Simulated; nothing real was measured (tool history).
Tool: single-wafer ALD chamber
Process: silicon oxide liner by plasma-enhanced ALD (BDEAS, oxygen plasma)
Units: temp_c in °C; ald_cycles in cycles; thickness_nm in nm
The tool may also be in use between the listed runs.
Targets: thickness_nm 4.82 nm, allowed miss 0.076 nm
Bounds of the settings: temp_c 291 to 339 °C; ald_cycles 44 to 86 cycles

run    day  temp_c  ald_cycles  thickness_nm
  1      0     315          65        6.2566
  2  0.096     316          61        5.8467
  3  0.462     311          61         5.914
  4  0.596     311          68        6.6115
  5  0.696     313          64        6.1854
  6  0.888     303          64        6.2433
  7  1.025     303          60        5.8498
  8  1.238     303          57         5.571
  9  1.604     303          55        5.3739
 10  1.862     303          53        5.1893
 11    2.1     303          52        5.0842
 12  2.388     303          51        4.9529
 13   2.45     304          51        4.9607
 14  2.646     305          51        4.9487
 15  2.804     305          51        4.9369
 16  3.179     306          51        4.9701

4 next moves are on the table. One of them brings every result within its allowed miss. Which?
  A  3.554     309          48             ?
  B  3.554     307          48             ?
  C  3.554     303          47             ?
  D  3.554     318          50             ?

move  thickness_nm
   A         4.632
   B        4.6435
   C        4.5694
   D        4.7708
A: takes the result that was furthest off past its target
B: takes the result that was furthest off past its target
C: takes the result that was furthest off past its target
D: meets every target
Move D is the one to make.
